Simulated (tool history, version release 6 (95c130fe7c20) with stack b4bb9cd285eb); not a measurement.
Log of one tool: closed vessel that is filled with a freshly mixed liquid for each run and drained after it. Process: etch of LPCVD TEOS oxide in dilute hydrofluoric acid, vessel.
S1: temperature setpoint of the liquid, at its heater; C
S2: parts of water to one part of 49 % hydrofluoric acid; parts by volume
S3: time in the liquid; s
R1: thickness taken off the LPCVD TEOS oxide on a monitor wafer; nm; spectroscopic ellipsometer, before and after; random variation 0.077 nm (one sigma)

Run 1, hour 0.0: S1 21.0 C, S2 245 parts by volume, S3 90 s. Result: R1 8.5042 nm.
Run 2, hour 8.9: S1 19.0 C, S2 245 parts by volume, S3 90 s. Result: R1 7.9277 nm.
Run 3, hour 16.9: S1 19.0 C, S2 245 parts by volume, S3 100 s. Result: R1 8.9197 nm.
Run 4, hour 22.0: S1 19.0 C, S2 170 parts by volume, S3 100 s. Result: R1 13.8260 nm.
Run 5, hour 23.7: S1 19.0 C, S2 95 parts by volume, S3 100 s. Result: R1 26.6430 nm.
Run 6, hour 26.7: S1 18.5 C, S2 120 parts by volume, S3 100 s. Result: R1 20.0400 nm.
Run 7, hour 29.5: S1 18.0 C, S2 135 parts by volume, S3 100 s. Result: R1 17.0960 nm.
Run 8, hour 31.5: S1 17.0 C, S2 215 parts by volume, S3 100 s. Result: R1 9.5707 nm.

Forecast run 9:
Run 9, hour 35.9: S1 17.5 C, S2 215 parts by volume, S3 100 s. Result: R1 ?.

R1: 9.8494 nm

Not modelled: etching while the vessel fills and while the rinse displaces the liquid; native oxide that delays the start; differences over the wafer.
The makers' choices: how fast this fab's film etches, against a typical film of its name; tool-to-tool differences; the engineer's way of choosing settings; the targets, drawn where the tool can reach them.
